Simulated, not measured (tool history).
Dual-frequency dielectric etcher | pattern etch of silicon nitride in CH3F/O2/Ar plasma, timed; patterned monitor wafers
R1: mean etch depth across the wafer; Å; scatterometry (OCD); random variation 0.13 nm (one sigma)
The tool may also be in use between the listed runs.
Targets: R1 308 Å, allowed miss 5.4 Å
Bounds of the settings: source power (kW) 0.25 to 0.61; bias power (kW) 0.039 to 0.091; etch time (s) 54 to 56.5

run 1 day=0 | source_power_(kW)=0.43 bias_power_(kW)=0.065 etch_time_(s)=54 | R1=347.5
run 2 day=0.329 | source_power_(kW)=0.43 bias_power_(kW)=0.058 etch_time_(s)=54 | R1=336.63
run 3 day=0.696 | source_power_(kW)=0.43 bias_power_(kW)=0.058 etch_time_(s)=54 | R1=339.59
run 4 day=0.725 | source_power_(kW)=0.43 bias_power_(kW)=0.068 etch_time_(s)=54 | R1=354.78
run 5 day=0.921 | source_power_(kW)=0.43 bias_power_(kW)=0.079 etch_time_(s)=54 | R1=368.73
run 6 day=1.288 | source_power_(kW)=0.43 bias_power_(kW)=0.079 etch_time_(s)=56.5 | R1=388.63
run 7 day=1.629 | source_power_(kW)=0.34 bias_power_(kW)=0.066 etch_time_(s)=55.5 | R1=329.77
run 8 day=1.721 | source_power_(kW)=0.32 bias_power_(kW)=0.066 etch_time_(s)=55.5 | R1=324.34
run 9 day=1.938 | source_power_(kW)=0.31 bias_power_(kW)=0.066 etch_time_(s)=55.5 | R1=323.82
run 10 day=2.146 | source_power_(kW)=0.29 bias_power_(kW)=0.066 etch_time_(s)=55.5 | R1=313.48

Which of these 5 next moves meets every target?
run A day=2.354 | source_power_(kW)=0.31 bias_power_(kW)=0.066 etch_time_(s)=56.5 | R1=?
run B day=2.354 | source_power_(kW)=0.3 bias_power_(kW)=0.069 etch_time_(s)=54.5 | R1=?
run C day=2.354 | source_power_(kW)=0.26 bias_power_(kW)=0.075 etch_time_(s)=54 | R1=?
run D day=2.354 | source_power_(kW)=0.25 bias_power_(kW)=0.062 etch_time_(s)=55 | R1=?
run E day=2.354 | source_power_(kW)=0.31 bias_power_(kW)=0.063 etch_time_(s)=56 | R1=?

move=A R1=328.87
move=B R1=318.43
move=C R1=309.83
move=D R1=292.59
move=E R1=321.1
A: further off than the last run
B: further off than the last run
C: meets every target
D: takes the result that was furthest off past its target
E: further off than the last run
Answer: C
